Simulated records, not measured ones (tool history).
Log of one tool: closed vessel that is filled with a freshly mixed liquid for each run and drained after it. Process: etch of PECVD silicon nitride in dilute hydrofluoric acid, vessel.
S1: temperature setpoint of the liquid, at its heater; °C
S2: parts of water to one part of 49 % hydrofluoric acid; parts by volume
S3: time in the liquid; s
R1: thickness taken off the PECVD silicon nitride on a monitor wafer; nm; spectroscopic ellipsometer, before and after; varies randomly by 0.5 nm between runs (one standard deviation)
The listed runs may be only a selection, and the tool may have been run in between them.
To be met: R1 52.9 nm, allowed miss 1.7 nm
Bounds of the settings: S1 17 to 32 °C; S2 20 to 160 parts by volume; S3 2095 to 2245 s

run  hour  S1   S2    S3      R1
  1     0  24   90  2095   93.22
  2   8.3  24   70  2095   120.3
  3  13.5  22   80  2095  91.225
  4  21.3  22  110  2095  67.038
  5  26.5  22  110  2095  67.214
  6  32.5  21  110  2095  63.217
  7  35.2  20  110  2095  59.548
  8  36.8  18  110  2095  51.777

4 candidate next runs follow, results not yet known. Just one meets every target within its allowed miss. Identify it.
  A  38.4    18  115  2095   ?
  B  38.4    17  105  2095   ?
  C  38.4  20.5  140  2105   ?
  D  38.4  17.5  110  2245   ?

move      R1
   A  49.149
   B  50.087
   C  48.315
   D  53.121
A: misses by more than the last run did
B: misses by more than the last run did
C: misses by more than the last run did
D: every result within its allowed miss
Go with D: it meets all targets.
